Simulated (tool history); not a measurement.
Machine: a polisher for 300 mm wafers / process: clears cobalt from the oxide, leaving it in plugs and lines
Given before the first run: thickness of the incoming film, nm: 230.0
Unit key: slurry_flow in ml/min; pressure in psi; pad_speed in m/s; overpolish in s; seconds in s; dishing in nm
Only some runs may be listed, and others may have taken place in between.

run  hour  slurry_flow  pressure  pad_speed  overpolish  seconds  dishing
  1     0          190       2.1       1.22          18   33.675   59.852
  2   3.5          190         2       1.22          14   34.063   51.148
  3   6.4          230         2       1.22          14   34.424   54.134
  4  11.7          230       2.2       1.22          14   30.959   55.105
  5  17.6          230         2        1.2          11   34.234   46.809
  6  20.6          215         2        1.2          11    35.08   47.042
  7  23.4          215       1.9        1.2          10   36.454   42.682
  8  28.4          215       1.8        1.2          10   39.004   42.424

What does the tool deliver on the next run?
  9  33.6          215       1.7        1.2          10        ?        ?

{"run 9": {"seconds": 39.975, "dishing": 40.394}}
